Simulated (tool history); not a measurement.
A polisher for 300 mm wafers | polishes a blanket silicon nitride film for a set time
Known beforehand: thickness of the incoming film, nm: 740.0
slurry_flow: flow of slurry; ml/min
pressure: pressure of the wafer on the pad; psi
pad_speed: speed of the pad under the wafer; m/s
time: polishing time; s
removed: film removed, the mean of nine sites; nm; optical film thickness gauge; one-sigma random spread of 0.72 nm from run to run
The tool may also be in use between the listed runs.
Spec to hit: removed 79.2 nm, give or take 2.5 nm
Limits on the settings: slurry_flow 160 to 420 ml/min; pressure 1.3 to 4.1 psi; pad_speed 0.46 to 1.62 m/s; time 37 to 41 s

run  hour  slurry_flow  pressure  pad_speed  time  removed
  1     0          270       2.7       1.04    41   61.316
  2   7.5          270       2.8       1.04    41   62.838
  3   9.3          270       3.3       1.04    41   74.283
  4  12.7          270       3.3       0.82    41   63.087
  5  18.6          270       3.4       0.82    41   65.389
  6  24.5          270       3.4        0.7    41   59.372
     29.9  -- slurry nozzle cleaned
  7  29.9          270       3.5       0.72    41   64.517
  8    35          270       3.6       0.72    41   66.143
  9  35.6          270       3.7       0.72    41   68.145
 10  38.3          270       3.8       0.72    41   68.563
 11  40.1          270       3.9       0.74    41   71.702
 12  43.3          270       3.9       0.76    41    73.16

Consider the 5 candidate settings below. Which is the only one whose results all fall within their allowed miss of target?
  A  46.5          205       3.8       0.74    40        ?
  B  46.5          260       3.7       0.76    38        ?
  C  46.5          280       3.9       0.66    40        ?
  D  46.5          250       4.1       0.68    41        ?
  E  46.5          325         4       0.86    39        ?

move  removed
   A   67.927
   B   65.464
   C    67.12
   D   72.776
   E   79.781
A: moves away from the targets compared with the last run
B: moves away from the targets compared with the last run
C: moves away from the targets compared with the last run
D: moves away from the targets compared with the last run
E: in spec on every target
The right move is E.
